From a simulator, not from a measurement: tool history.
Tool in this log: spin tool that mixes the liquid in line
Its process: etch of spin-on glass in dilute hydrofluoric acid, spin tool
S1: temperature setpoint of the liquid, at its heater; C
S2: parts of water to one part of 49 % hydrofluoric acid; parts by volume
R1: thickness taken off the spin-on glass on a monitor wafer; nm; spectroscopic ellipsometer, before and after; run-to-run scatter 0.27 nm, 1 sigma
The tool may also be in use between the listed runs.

{"run": 1, "hour": 0.0, "S1": 22, "S2": 70, "time under the liquid (s)": 130, "R1": 50.679}
{"run": 2, "hour": 3.2, "S1": 21.5, "S2": 70, "time under the liquid (s)": 130, "R1": 49.41}
{"run": 3, "hour": 8.4, "S1": 21.5, "S2": 50, "time under the liquid (s)": 130, "R1": 69.956}
{"run": 4, "hour": 14.6, "S1": 21.5, "S2": 50, "time under the liquid (s)": 140, "R1": 75.633}
{"run": 5, "hour": 18.8, "S1": 21.5, "S2": 30, "time under the liquid (s)": 140, "R1": 128.48}
{"hour": 24.5, "done": "thermometer replaced"}
{"run": 6, "hour": 24.5, "S1": 23, "S2": 30, "time under the liquid (s)": 140, "R1": 151.18}

Run 7, settings as shown, results not yet in. Your forecast:
{"run": 7, "hour": 32.7, "S1": 22, "S2": 35, "time under the liquid (s)": 140, "R1": "?"}

{"run 7": {"R1": 123.02}}
